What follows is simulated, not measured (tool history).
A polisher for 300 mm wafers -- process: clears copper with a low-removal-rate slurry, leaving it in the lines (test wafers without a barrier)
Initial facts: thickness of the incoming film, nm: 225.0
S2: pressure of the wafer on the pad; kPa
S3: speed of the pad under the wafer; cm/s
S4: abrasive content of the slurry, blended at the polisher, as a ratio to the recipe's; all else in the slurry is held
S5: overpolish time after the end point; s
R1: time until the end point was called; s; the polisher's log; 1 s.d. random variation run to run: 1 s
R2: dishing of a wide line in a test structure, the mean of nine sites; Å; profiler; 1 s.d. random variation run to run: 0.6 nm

run 1 hour=0.0 | flow_of_slurry_(ml/min)=250 S2=16.5 S3=130 S4=1.0 S5=11 | R1=62.974 R2=295.55
run 2 hour=8.6 | flow_of_slurry_(ml/min)=245 S2=17.9 S3=130 S4=1.0 S5=13 | R1=61.262 R2=359.89
run 3 hour=11.4 | flow_of_slurry_(ml/min)=240 S2=19.3 S3=130 S4=1.0 S5=14 | R1=56.456 R2=403.21
run 4 hour=16.2 | flow_of_slurry_(ml/min)=240 S2=20.0 S3=132 S4=1.0 S5=15 | R1=56.547 R2=445.78
run 5 hour=19.3 | flow_of_slurry_(ml/min)=240 S2=20.7 S3=132 S4=1.0 S5=15 | R1=52.659 R2=446.33
run 6 hour=21.1 | flow_of_slurry_(ml/min)=240 S2=20.7 S3=132 S4=1.0 S5=11 | R1=54.496 R2=348.44
run 7 hour=28.2 | flow_of_slurry_(ml/min)=230 S2=20.7 S3=134 S4=1.0 S5=13 | R1=52.271 R2=405.16

Run 8 is up next; what results do you expect?
run 8 hour=36.0 | flow_of_slurry_(ml/min)=230 S2=20.7 S3=134 S4=1.0 S5=14 | R1=? R2=?

Logged for run 8: R1 54.380 s, R2 416.57 Å.
